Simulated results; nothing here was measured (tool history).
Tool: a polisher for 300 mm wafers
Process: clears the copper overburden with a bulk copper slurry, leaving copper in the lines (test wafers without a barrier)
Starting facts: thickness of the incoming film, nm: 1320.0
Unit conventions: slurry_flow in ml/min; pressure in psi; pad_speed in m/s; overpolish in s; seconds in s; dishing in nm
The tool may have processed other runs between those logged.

run  hour  slurry_flow  pressure  pad_speed  slurry_solids  overpolish  seconds  dishing
  1     0          155       3.3       0.88              1          16   113.25   75.012
  2   8.8          155       2.9       0.88              1          16   122.81    69.75
  3    14          155       3.4       0.88              1          16    108.1   75.096
  4    18          160       3.4       0.96              1          12   97.732     71.8
  5  18.7          160         4       0.96              1          12     88.2   76.103
  6  25.4          160         4       0.96            1.2          12   83.364   79.078
  7  26.9          160       3.7       1.06              1          10   84.554   72.049
  8  30.5          155       3.5       1.16            0.9           8   82.942   62.473
  9  35.8          135       3.5       1.22            0.8           7   83.573   57.791

Forecast run 10:
 10  43.7          120       3.6       1.26            0.7           6        ?        ?

Run 10 measured seconds 85.854 s, dishing 49.214 nm.
